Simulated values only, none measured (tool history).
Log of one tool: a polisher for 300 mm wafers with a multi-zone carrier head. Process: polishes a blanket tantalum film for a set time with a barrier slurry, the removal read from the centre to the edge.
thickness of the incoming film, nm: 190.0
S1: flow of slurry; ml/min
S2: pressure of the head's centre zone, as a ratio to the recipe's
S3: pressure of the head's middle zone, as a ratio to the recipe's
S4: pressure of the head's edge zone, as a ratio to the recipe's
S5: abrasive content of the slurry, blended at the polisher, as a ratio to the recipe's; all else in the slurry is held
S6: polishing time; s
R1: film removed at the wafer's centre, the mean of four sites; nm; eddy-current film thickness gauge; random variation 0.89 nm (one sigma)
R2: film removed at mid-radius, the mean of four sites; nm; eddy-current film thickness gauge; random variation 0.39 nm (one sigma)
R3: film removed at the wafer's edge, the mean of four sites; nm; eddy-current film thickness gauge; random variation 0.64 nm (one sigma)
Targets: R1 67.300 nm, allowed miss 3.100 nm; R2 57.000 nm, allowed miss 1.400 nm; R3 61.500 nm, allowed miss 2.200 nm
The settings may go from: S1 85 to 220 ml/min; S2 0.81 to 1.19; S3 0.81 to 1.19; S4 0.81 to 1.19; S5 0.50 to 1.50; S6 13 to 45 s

run,day,S1,S2,S3,S4,S5,S6,R1,R2,R3
1,0.000,140,1.00,1.00,1.00,1.00,29,70.197,71.077,70.047
2,0.083,140,1.00,1.00,0.96,1.00,29,69.761,70.360,69.039
3,0.346,140,1.00,1.04,0.96,1.00,29,71.574,72.395,68.489
4,0.512,130,1.03,0.98,0.93,0.95,29,68.016,67.055,65.970
5,0.888,120,1.08,0.94,0.91,0.95,29,70.654,63.424,64.383
6,1.092,120,1.08,0.94,0.91,1.10,29,73.704,66.091,67.919
7,1.225,115,1.09,0.91,0.89,1.05,29,71.917,63.324,63.848
8,1.525,105,1.09,0.89,0.90,1.05,29,71.467,60.431,65.217
9,1.862,100,1.09,0.88,0.88,1.05,29,69.341,58.472,63.599

Which of these 5 next moves meets every target?
A,2.200,105,1.05,0.92,0.91,1.05,28,?,?,?
B,2.200,100,1.05,0.95,0.86,0.95,27,?,?,?
C,2.200,110,1.01,1.01,0.84,1.10,25,?,?,?
D,2.200,110,1.05,0.84,0.85,1.40,26,?,?,?
E,2.200,110,1.13,0.84,0.90,1.05,29,?,?,?

move,R1,R2,R3
A,64.271,59.862,61.916
B,58.912,56.343,55.702
C,57.190,59.028,54.540
D,65.568,57.002,60.920
E,72.218,58.770,64.485
A: further off than the last run
B: brings the result that was furthest off to its target, and leaves another outside
C: further off than the last run
D: meets every target
E: further off than the last run
Answer: D
